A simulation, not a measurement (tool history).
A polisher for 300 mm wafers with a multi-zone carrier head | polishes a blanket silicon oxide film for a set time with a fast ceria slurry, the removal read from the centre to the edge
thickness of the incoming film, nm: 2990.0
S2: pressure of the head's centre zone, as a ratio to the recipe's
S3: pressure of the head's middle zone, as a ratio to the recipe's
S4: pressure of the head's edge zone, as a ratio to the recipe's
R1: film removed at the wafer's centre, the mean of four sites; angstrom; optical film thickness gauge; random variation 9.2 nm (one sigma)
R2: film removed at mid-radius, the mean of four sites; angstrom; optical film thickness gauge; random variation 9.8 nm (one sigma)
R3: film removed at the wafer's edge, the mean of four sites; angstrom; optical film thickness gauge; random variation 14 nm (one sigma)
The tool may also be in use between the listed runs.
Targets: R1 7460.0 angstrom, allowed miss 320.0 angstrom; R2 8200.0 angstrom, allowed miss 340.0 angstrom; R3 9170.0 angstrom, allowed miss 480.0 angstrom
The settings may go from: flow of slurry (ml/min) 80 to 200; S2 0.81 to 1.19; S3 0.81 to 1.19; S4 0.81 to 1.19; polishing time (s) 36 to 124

{"run": 1, "hour": 0.0, "flow of slurry (ml/min)": 130, "S2": 1.0, "S3": 1.0, "S4": 1.0, "polishing time (s)": 79, "R1": 9054.2, "R2": 8888.3, "R3": 8773.2}
{"run": 2, "hour": 1.3, "flow of slurry (ml/min)": 130, "S2": 1.0, "S3": 1.0, "S4": 1.08, "polishing time (s)": 79, "R1": 8861.8, "R2": 8886.9, "R3": 9182.5}
{"run": 3, "hour": 3.1, "flow of slurry (ml/min)": 130, "S2": 0.94, "S3": 1.0, "S4": 1.08, "polishing time (s)": 79, "R1": 8384.6, "R2": 8997.3, "R3": 9203.4}
{"run": 4, "hour": 4.4, "flow of slurry (ml/min)": 125, "S2": 0.93, "S3": 0.99, "S4": 1.09, "polishing time (s)": 79, "R1": 8343.1, "R2": 8843.9, "R3": 9263.0}
{"run": 5, "hour": 10.3, "flow of slurry (ml/min)": 120, "S2": 0.91, "S3": 0.98, "S4": 1.1, "polishing time (s)": 79, "R1": 7935.3, "R2": 8675.3, "R3": 8919.2}
{"run": 6, "hour": 12.2, "flow of slurry (ml/min)": 150, "S2": 0.91, "S3": 0.98, "S4": 1.1, "polishing time (s)": 79, "R1": 8422.8, "R2": 8877.0, "R3": 9375.1}
{"run": 7, "hour": 14.3, "flow of slurry (ml/min)": 145, "S2": 0.9, "S3": 0.97, "S4": 1.11, "polishing time (s)": 79, "R1": 8413.2, "R2": 8757.6, "R3": 9524.4}
{"run": 8, "hour": 17.2, "flow of slurry (ml/min)": 140, "S2": 0.89, "S3": 0.96, "S4": 1.12, "polishing time (s)": 79, "R1": 8154.2, "R2": 8944.8, "R3": 9185.0}
{"run": 9, "hour": 18.1, "flow of slurry (ml/min)": 145, "S2": 0.89, "S3": 0.98, "S4": 1.14, "polishing time (s)": 76, "R1": 7893.4, "R2": 8754.7, "R3": 9304.9}
{"run": 10, "hour": 20.9, "flow of slurry (ml/min)": 145, "S2": 0.88, "S3": 0.96, "S4": 1.15, "polishing time (s)": 76, "R1": 7624.4, "R2": 8421.1, "R3": 9342.8}

5 next moves are on the table. One of them brings every result within its allowed miss. Which?
{"run": "A", "hour": 23.7, "flow of slurry (ml/min)": 155, "S2": 0.84, "S3": 0.85, "S4": 1.19, "polishing time (s)": 79, "R1": "?", "R2": "?", "R3": "?"}
{"run": "B", "hour": 23.7, "flow of slurry (ml/min)": 130, "S2": 0.81, "S3": 1.06, "S4": 1.17, "polishing time (s)": 76, "R1": "?", "R2": "?", "R3": "?"}
{"run": "C", "hour": 23.7, "flow of slurry (ml/min)": 150, "S2": 0.81, "S3": 0.99, "S4": 1.19, "polishing time (s)": 78, "R1": "?", "R2": "?", "R3": "?"}
{"run": "D", "hour": 23.7, "flow of slurry (ml/min)": 130, "S2": 0.85, "S3": 0.91, "S4": 1.11, "polishing time (s)": 78, "R1": "?", "R2": "?", "R3": "?"}
{"run": "E", "hour": 23.7, "flow of slurry (ml/min)": 125, "S2": 0.81, "S3": 1.02, "S4": 1.13, "polishing time (s)": 78, "R1": "?", "R2": "?", "R3": "?"}

move=A R1=7803.8 R2=8216.0 R3=9963.8
move=B R1=6961.9 R2=8908.5 R3=9226.9
move=C R1=7398.7 R2=8974.6 R3=9776.0
move=D R1=7468.7 R2=8192.9 R3=9235.0
move=E R1=7067.2 R2=8807.1 R3=9245.4
A: brings the result that was furthest off to its target, and leaves another outside
B: further off than the last run
C: further off than the last run
D: meets every target
E: further off than the last run
Answer: D
